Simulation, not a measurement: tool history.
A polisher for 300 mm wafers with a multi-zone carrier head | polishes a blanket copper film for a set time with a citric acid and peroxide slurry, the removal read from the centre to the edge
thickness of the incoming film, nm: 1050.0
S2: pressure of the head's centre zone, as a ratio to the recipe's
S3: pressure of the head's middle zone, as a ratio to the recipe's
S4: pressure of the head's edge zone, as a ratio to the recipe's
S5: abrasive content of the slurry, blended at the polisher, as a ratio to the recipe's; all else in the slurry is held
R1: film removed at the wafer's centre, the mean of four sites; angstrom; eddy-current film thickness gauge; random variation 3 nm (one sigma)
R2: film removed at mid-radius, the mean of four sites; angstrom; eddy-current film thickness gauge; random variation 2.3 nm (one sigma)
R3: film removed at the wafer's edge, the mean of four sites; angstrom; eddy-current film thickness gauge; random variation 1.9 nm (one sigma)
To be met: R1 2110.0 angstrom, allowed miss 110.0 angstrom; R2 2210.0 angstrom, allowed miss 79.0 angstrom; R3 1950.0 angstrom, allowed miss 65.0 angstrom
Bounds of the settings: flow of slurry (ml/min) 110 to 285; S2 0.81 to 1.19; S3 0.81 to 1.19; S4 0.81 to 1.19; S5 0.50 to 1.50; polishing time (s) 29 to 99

run 1 hour=0.0 | flow_of_slurry_(ml/min)=180 S2=1.00 S3=1.00 S4=1.00 S5=1.00 polishing_time_(s)=64 | R1=2584.1 R2=2347.7 R3=2384.7
run 2 hour=5.3 | flow_of_slurry_(ml/min)=175 S2=0.98 S3=1.02 S4=0.95 S5=0.90 polishing_time_(s)=63 | R1=2561.9 R2=2332.8 R3=2302.5
run 3 hour=11.2 | flow_of_slurry_(ml/min)=175 S2=0.98 S3=1.02 S4=0.95 S5=0.90 polishing_time_(s)=77 | R1=3075.2 R2=2826.2 R3=2776.8
run 4 hour=14.1 | flow_of_slurry_(ml/min)=175 S2=0.95 S3=1.05 S4=0.93 S5=0.80 polishing_time_(s)=70 | R1=2613.8 R2=2539.6 R3=2413.5
run 5 hour=19.1 | flow_of_slurry_(ml/min)=175 S2=1.01 S3=1.05 S4=0.93 S5=0.80 polishing_time_(s)=70 | R1=2818.2 R2=2522.0 R3=2467.5
run 6 hour=28.1 | flow_of_slurry_(ml/min)=175 S2=1.01 S3=1.05 S4=0.86 S5=0.80 polishing_time_(s)=70 | R1=2802.0 R2=2535.8 R3=2386.1
run 7 hour=28.7 | flow_of_slurry_(ml/min)=175 S2=0.98 S3=1.07 S4=0.85 S5=0.70 polishing_time_(s)=67 | R1=2543.4 R2=2428.0 R3=2236.8
run 8 hour=30.7 | flow_of_slurry_(ml/min)=170 S2=0.96 S3=1.08 S4=0.84 S5=0.65 polishing_time_(s)=65 | R1=2371.3 R2=2266.8 R3=2082.0
run 9 hour=31.7 | flow_of_slurry_(ml/min)=160 S2=0.94 S3=1.09 S4=0.83 S5=0.65 polishing_time_(s)=65 | R1=2231.1 R2=2297.3 R3=2057.3
run 10 hour=32.3 | flow_of_slurry_(ml/min)=155 S2=0.94 S3=1.10 S4=0.82 S5=0.60 polishing_time_(s)=65 | R1=2221.8 R2=2236.2 R3=2002.0

Which of these 4 next moves meets every target?
run A hour=32.9 | flow_of_slurry_(ml/min)=125 S2=0.94 S3=1.18 S4=0.81 S5=0.60 polishing_time_(s)=68 | R1=? R2=? R3=?
run B hour=32.9 | flow_of_slurry_(ml/min)=185 S2=0.91 S3=1.10 S4=0.82 S5=0.50 polishing_time_(s)=64 | R1=? R2=? R3=?
run C hour=32.9 | flow_of_slurry_(ml/min)=180 S2=1.04 S3=1.19 S4=0.84 S5=0.60 polishing_time_(s)=59 | R1=? R2=? R3=?
run D hour=32.9 | flow_of_slurry_(ml/min)=190 S2=1.07 S3=1.11 S4=0.81 S5=0.55 polishing_time_(s)=61 | R1=? R2=? R3=?

move=A R1=2150.4 R2=2404.8 R3=2022.8
move=B R1=2084.6 R2=2244.3 R3=1967.0
move=C R1=2260.8 R2=2277.5 R3=1881.2
move=D R1=2389.2 R2=2201.8 R3=1906.7
A: brings the result that was furthest off to its target, and leaves another outside
B: meets every target
C: further off than the last run
D: further off than the last run
Answer: B
